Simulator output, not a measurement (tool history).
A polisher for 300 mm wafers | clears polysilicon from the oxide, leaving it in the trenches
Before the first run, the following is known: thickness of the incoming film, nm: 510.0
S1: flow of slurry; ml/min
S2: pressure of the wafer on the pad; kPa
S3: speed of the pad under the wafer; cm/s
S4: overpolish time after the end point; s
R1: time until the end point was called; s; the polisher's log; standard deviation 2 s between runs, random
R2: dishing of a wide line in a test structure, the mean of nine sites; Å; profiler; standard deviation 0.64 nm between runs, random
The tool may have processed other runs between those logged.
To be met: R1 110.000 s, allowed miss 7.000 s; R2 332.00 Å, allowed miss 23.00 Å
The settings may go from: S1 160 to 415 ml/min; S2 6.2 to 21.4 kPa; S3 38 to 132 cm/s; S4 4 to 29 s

run 1 hour=0.0 | S1=265 S2=13.8 S3=84 S4=15 | R1=65.134 R2=560.27
run 2 hour=5.1 | S1=200 S2=13.8 S3=84 S4=15 | R1=67.505 R2=549.07
run 3 hour=13.7 | S1=170 S2=13.8 S3=84 S4=15 | R1=69.891 R2=554.52
run 4 hour=20.7 | S1=175 S2=13.1 S3=84 S4=13 | R1=69.907 R2=504.08
run 5 hour=26.0 | S1=175 S2=11.0 S3=84 S4=13 | R1=79.603 R2=483.96
run 6 hour=30.4 | S1=175 S2=13.8 S3=84 S4=13 | R1=69.069 R2=517.13
run 7 hour=39.0 | S1=175 S2=13.1 S3=82 S4=12 | R1=71.335 R2=466.72
run 8 hour=44.8 | S1=175 S2=12.4 S3=80 S4=12 | R1=77.292 R2=466.69
run 9 hour=51.6 | S1=175 S2=11.7 S3=78 S4=11 | R1=79.966 R2=435.90
run 10 hour=55.5 | S1=175 S2=11.0 S3=76 S4=11 | R1=88.062 R2=406.99
run 11 hour=58.7 | S1=175 S2=11.0 S3=76 S4=11 | R1=86.581 R2=419.28
run 12 hour=59.7 | S1=175 S2=10.3 S3=76 S4=11 | R1=93.216 R2=403.12
run 13 hour=67.4 | S1=175 S2=9.7 S3=76 S4=11 | R1=90.311 R2=383.81
run 14 hour=74.5 | S1=175 S2=6.2 S3=68 S4=11 | R1=134.190 R2=318.74
run 15 hour=80.1 | S1=175 S2=6.9 S3=68 S4=11 | R1=126.900 R2=331.79
run 16 hour=86.1 | S1=175 S2=7.6 S3=68 S4=10 | R1=119.560 R2=316.26
run 17 hour=87.0 | S1=175 S2=7.6 S3=68 S4=10 | R1=125.360 R2=307.31

Which one of the following 5 next-run settings gets every result inside its allowed miss? There is exactly one.
run A hour=87.9 | S1=165 S2=6.2 S3=72 S4=12 | R1=? R2=?
run B hour=87.9 | S1=205 S2=7.6 S3=82 S4=9 | R1=? R2=?
run C hour=87.9 | S1=160 S2=8.3 S3=66 S4=15 | R1=? R2=?
run D hour=87.9 | S1=165 S2=10.3 S3=64 S4=10 | R1=? R2=?
run E hour=87.9 | S1=170 S2=7.6 S3=54 S4=12 | R1=? R2=?

move=A R1=127.160 R2=349.24
move=B R1=98.095 R2=342.36
move=C R1=120.790 R2=419.05
move=D R1=109.250 R2=341.79
move=E R1=151.320 R2=307.92
A: moves away from the targets compared with the last run
B: takes the biggest miss from the last run beyond its target
C: moves away from the targets compared with the last run
D: every result lands within tolerance
E: moves away from the targets compared with the last run
So the answer is move D, the one that meets all the targets.
